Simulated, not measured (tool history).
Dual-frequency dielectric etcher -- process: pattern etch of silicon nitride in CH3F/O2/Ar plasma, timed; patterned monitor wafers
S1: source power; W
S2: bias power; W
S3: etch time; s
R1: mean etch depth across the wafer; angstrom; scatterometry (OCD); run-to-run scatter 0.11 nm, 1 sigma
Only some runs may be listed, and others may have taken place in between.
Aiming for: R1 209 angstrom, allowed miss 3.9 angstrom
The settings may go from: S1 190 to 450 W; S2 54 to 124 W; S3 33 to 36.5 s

| run | hour | S1 | S2 | S3 | R1 |
|---|---|---|---|---|---|
| 1 | 0 | 320 | 89 | 36.5 | 294.82 |
| 2 | 2.6 | 320 | 76 | 36.5 | 276.07 |
| 3 | 11.3 | 370 | 76 | 36.5 | 297.42 |
| 4 | 16 | 320 | 69 | 36 | 259.13 |
| 5 | 24.5 | 350 | 69 | 36 | 272.97 |
| 6 | 30.1 | 350 | 69 | 36.5 | 278.43 |
| 7 | 31.2 | 300 | 66 | 36.5 | 245.51 |
| 8 | 38.4 | 280 | 66 | 36.5 | 236.56 |
| 9 | 44.9 | 260 | 66 | 36.5 | 227.58 |
| 10 | 49.4 | 250 | 66 | 36.5 | 220.76 |
| 11 | 53.9 | 240 | 66 | 36.5 | 214.84 |

Pick the move, out of 5, that brings all results within their allowed miss; only one does.
| A | 58.4 | 260 | 68 | 33.5 | ? |
| B | 58.4 | 220 | 81 | 36.5 | ? |
| C | 58.4 | 270 | 72 | 34 | ? |
| D | 58.4 | 260 | 62 | 36.5 | ? |
| E | 58.4 | 260 | 67 | 35.5 | ? |

| move | R1 |
|---|---|
| A | 209.86 |
| B | 216.93 |
| C | 223.74 |
| D | 220.22 |
| E | 221.05 |
A: every result lands within tolerance
B: its largest miss is bigger than the last run's
C: its largest miss is bigger than the last run's
D: its largest miss is bigger than the last run's
E: its largest miss is bigger than the last run's
The move that meets every target is A.

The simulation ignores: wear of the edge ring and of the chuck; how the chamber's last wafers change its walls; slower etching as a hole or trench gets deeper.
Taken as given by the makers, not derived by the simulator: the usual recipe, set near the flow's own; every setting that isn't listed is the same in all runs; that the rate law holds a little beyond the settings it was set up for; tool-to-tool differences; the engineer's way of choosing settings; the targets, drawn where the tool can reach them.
